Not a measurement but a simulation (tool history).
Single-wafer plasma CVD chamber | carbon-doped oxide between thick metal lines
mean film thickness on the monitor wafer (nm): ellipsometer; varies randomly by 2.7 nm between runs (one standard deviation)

run	day	heater temperature setpoint (deg C)	chamber pressure (Torr)	RF power (kW)	deposition time (s)	mean film thickness on the monitor wafer (nm)
1	0	375	3.76	0.47	150	666.14
2	0.142	373	3.99	0.48	150	683.6
3	0.25	373	3.99	0.48	150	683.62
4	0.479	373	3.99	0.48	150	681.67
5	0.512	373	3.99	0.48	150	686.32
6	0.721	369	3.99	0.48	150	684.63
7	0.975	369	4.15	0.49	150	703.31

What does the tool deliver on the next run?
8	1.233	369	4.15	0.49	150	?

{"run 8": {"mean film thickness on the monitor wafer (nm)": 705.77}}

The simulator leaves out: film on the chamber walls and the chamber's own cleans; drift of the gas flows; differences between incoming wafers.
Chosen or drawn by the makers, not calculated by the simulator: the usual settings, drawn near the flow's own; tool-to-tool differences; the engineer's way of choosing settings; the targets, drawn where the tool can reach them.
